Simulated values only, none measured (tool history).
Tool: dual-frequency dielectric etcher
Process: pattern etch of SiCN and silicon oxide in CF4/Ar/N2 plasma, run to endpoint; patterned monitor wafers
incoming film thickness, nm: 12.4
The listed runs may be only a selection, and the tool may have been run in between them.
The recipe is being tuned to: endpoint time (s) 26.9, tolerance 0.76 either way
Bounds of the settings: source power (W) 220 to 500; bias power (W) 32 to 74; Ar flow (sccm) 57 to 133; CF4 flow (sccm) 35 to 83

{"run": 1, "hour": 0.0, "source power (W)": 360, "bias power (W)": 53, "Ar flow (sccm)": 95, "CF4 flow (sccm)": 59, "endpoint time (s)": 17.806}
{"run": 2, "hour": 4.9, "source power (W)": 360, "bias power (W)": 53, "Ar flow (sccm)": 95, "CF4 flow (sccm)": 55, "endpoint time (s)": 17.77}
{"run": 3, "hour": 9.2, "source power (W)": 360, "bias power (W)": 53, "Ar flow (sccm)": 107, "CF4 flow (sccm)": 55, "endpoint time (s)": 18.473}
{"run": 4, "hour": 11.1, "source power (W)": 360, "bias power (W)": 53, "Ar flow (sccm)": 123, "CF4 flow (sccm)": 55, "endpoint time (s)": 19.197}
{"run": 5, "hour": 18.4, "source power (W)": 360, "bias power (W)": 53, "Ar flow (sccm)": 123, "CF4 flow (sccm)": 47, "endpoint time (s)": 19.646}
{"run": 6, "hour": 24.9, "source power (W)": 410, "bias power (W)": 53, "Ar flow (sccm)": 123, "CF4 flow (sccm)": 47, "endpoint time (s)": 17.504}
{"run": 7, "hour": 27.9, "source power (W)": 380, "bias power (W)": 52, "Ar flow (sccm)": 123, "CF4 flow (sccm)": 47, "endpoint time (s)": 18.848}
{"run": 8, "hour": 29.3, "source power (W)": 360, "bias power (W)": 51, "Ar flow (sccm)": 123, "CF4 flow (sccm)": 47, "endpoint time (s)": 19.828}
{"run": 9, "hour": 34.7, "source power (W)": 340, "bias power (W)": 50, "Ar flow (sccm)": 123, "CF4 flow (sccm)": 47, "endpoint time (s)": 21.006}
{"run": 10, "hour": 40.5, "source power (W)": 320, "bias power (W)": 50, "Ar flow (sccm)": 123, "CF4 flow (sccm)": 47, "endpoint time (s)": 22.264}
{"run": 11, "hour": 49.1, "source power (W)": 310, "bias power (W)": 50, "Ar flow (sccm)": 123, "CF4 flow (sccm)": 47, "endpoint time (s)": 22.879}
{"run": 12, "hour": 49.6, "source power (W)": 300, "bias power (W)": 50, "Ar flow (sccm)": 123, "CF4 flow (sccm)": 47, "endpoint time (s)": 23.439}
{"run": 13, "hour": 58.2, "source power (W)": 290, "bias power (W)": 50, "Ar flow (sccm)": 123, "CF4 flow (sccm)": 47, "endpoint time (s)": 24.122}
{"run": 14, "hour": 59.3, "source power (W)": 280, "bias power (W)": 50, "Ar flow (sccm)": 123, "CF4 flow (sccm)": 47, "endpoint time (s)": 25.113}
{"run": 15, "hour": 61.6, "source power (W)": 280, "bias power (W)": 50, "Ar flow (sccm)": 123, "CF4 flow (sccm)": 47, "endpoint time (s)": 25.062}
{"run": 16, "hour": 62.2, "source power (W)": 280, "bias power (W)": 50, "Ar flow (sccm)": 123, "CF4 flow (sccm)": 47, "endpoint time (s)": 25.082}
{"run": 17, "hour": 69.8, "source power (W)": 270, "bias power (W)": 50, "Ar flow (sccm)": 123, "CF4 flow (sccm)": 47, "endpoint time (s)": 25.881}
{"run": 18, "hour": 70.5, "source power (W)": 270, "bias power (W)": 50, "Ar flow (sccm)": 123, "CF4 flow (sccm)": 47, "endpoint time (s)": 25.738}

4 candidate next runs follow, results not yet known. Just one meets every target within its allowed miss. Identify it.
{"run": "A", "hour": 71.2, "source power (W)": 280, "bias power (W)": 50, "Ar flow (sccm)": 128, "CF4 flow (sccm)": 41, "endpoint time (s)": "?"}
{"run": "B", "hour": 71.2, "source power (W)": 250, "bias power (W)": 59, "Ar flow (sccm)": 133, "CF4 flow (sccm)": 45, "endpoint time (s)": "?"}
{"run": "C", "hour": 71.2, "source power (W)": 260, "bias power (W)": 59, "Ar flow (sccm)": 133, "CF4 flow (sccm)": 47, "endpoint time (s)": "?"}
{"run": "D", "hour": 71.2, "source power (W)": 310, "bias power (W)": 44, "Ar flow (sccm)": 128, "CF4 flow (sccm)": 35, "endpoint time (s)": "?"}

move=A endpoint_time_(s)=25.838
move=B endpoint_time_(s)=26.659
move=C endpoint_time_(s)=25.566
move=D endpoint_time_(s)=25.458
A: moves toward the targets from the last run without getting all of them in spec
B: meets every target
C: its largest miss is bigger than the last run's
D: its largest miss is bigger than the last run's
Correct choice: B, which meets every target
